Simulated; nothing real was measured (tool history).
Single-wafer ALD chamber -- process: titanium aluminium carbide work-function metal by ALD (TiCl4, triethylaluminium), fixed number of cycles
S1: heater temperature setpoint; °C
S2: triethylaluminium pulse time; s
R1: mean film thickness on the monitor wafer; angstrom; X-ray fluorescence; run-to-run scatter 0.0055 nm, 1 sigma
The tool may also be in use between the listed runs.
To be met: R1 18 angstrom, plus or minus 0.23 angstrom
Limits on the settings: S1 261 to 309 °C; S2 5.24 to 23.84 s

run,hour,S1,S2,R1
1,0,285,14.54,18.87
2,3,296,14.54,19.953
3,4.4,304,14.54,20.485
4,8.9,297,13.85,19.883
5,12.9,297,16.63,20.081
6,19.7,297,14.88,19.934
7,24,285,12.45,18.847
8,24.6,283,12.29,18.471
9,33.2,282,12.17,18.402
10,36.5,281,12.07,18.344

Next run, 4 choices. One meets every target within its allowed miss, the rest don't. Which?
A,39.8,286,11.73,?
B,39.8,279,10.95,?
C,39.8,293,11.28,?
D,39.8,286,12.35,?

move,R1
A,18.768
B,18.016
C,19.28
D,18.863
A: its largest miss is bigger than the last run's
B: every result lands within tolerance
C: its largest miss is bigger than the last run's
D: its largest miss is bigger than the last run's
Move B is the one to make.

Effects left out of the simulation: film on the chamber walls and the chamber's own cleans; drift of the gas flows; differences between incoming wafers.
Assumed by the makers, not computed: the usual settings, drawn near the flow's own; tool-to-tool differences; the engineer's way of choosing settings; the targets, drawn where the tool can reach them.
